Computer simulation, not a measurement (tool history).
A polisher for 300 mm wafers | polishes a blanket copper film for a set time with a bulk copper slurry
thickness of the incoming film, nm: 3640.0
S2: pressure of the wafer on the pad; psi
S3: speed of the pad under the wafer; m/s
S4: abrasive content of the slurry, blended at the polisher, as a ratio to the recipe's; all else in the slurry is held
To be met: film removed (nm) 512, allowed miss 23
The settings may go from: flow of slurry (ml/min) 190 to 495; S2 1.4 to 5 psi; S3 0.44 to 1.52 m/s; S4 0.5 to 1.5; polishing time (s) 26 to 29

run 1 hour=0 | flow_of_slurry_(ml/min)=320 S2=3.2 S3=0.98 S4=1 polishing_time_(s)=29 | film_removed_(nm)=318.18
run 2 hour=2.6 | flow_of_slurry_(ml/min)=320 S2=3.7 S3=1 S4=1 polishing_time_(s)=29 | film_removed_(nm)=372.78
run 3 hour=9.7 | flow_of_slurry_(ml/min)=270 S2=3.7 S3=1 S4=1 polishing_time_(s)=29 | film_removed_(nm)=360.34
run 4 hour=10.4 | flow_of_slurry_(ml/min)=270 S2=3.7 S3=1 S4=1 polishing_time_(s)=29 | film_removed_(nm)=356.34
run 5 hour=16.1 | flow_of_slurry_(ml/min)=270 S2=3.7 S3=1 S4=1 polishing_time_(s)=29 | film_removed_(nm)=357.05
run 6 hour=17.1 | flow_of_slurry_(ml/min)=295 S2=4 S3=1 S4=1 polishing_time_(s)=29 | film_removed_(nm)=388.39
run 7 hour=22.6 | flow_of_slurry_(ml/min)=300 S2=4.3 S3=1.02 S4=1 polishing_time_(s)=29 | film_removed_(nm)=440.42
run 8 hour=23.7 | flow_of_slurry_(ml/min)=315 S2=4.4 S3=1.02 S4=1 polishing_time_(s)=29 | film_removed_(nm)=431.61
run 9 hour=28.7 | flow_of_slurry_(ml/min)=315 S2=4.6 S3=1.04 S4=1 polishing_time_(s)=29 | film_removed_(nm)=461.76
run 10 hour=36.5 | flow_of_slurry_(ml/min)=315 S2=4.7 S3=1.04 S4=1 polishing_time_(s)=29 | film_removed_(nm)=479.89
run 11 hour=44 | flow_of_slurry_(ml/min)=315 S2=4.8 S3=1.04 S4=1 polishing_time_(s)=29 | film_removed_(nm)=468.92

5 next moves are on the table. One of them brings every result within its allowed miss. Which?
run A hour=51.5 | flow_of_slurry_(ml/min)=295 S2=4.4 S3=1.02 S4=1.1 polishing_time_(s)=28 | film_removed_(nm)=?
run B hour=51.5 | flow_of_slurry_(ml/min)=325 S2=3.9 S3=1.02 S4=1.2 polishing_time_(s)=29 | film_removed_(nm)=?
run C hour=51.5 | flow_of_slurry_(ml/min)=300 S2=4.8 S3=1.02 S4=1 polishing_time_(s)=26 | film_removed_(nm)=?
run D hour=51.5 | flow_of_slurry_(ml/min)=290 S2=5 S3=1.1 S4=1.05 polishing_time_(s)=28 | film_removed_(nm)=?
run E hour=51.5 | flow_of_slurry_(ml/min)=230 S2=4.9 S3=0.92 S4=1.25 polishing_time_(s)=26 | film_removed_(nm)=?

move=A film_removed_(nm)=439.85
move=B film_removed_(nm)=420.48
move=C film_removed_(nm)=432.31
move=D film_removed_(nm)=524.14
move=E film_removed_(nm)=411.84
A: further off than the last run
B: further off than the last run
C: further off than the last run
D: meets every target
E: further off than the last run
Move D is the one to make.

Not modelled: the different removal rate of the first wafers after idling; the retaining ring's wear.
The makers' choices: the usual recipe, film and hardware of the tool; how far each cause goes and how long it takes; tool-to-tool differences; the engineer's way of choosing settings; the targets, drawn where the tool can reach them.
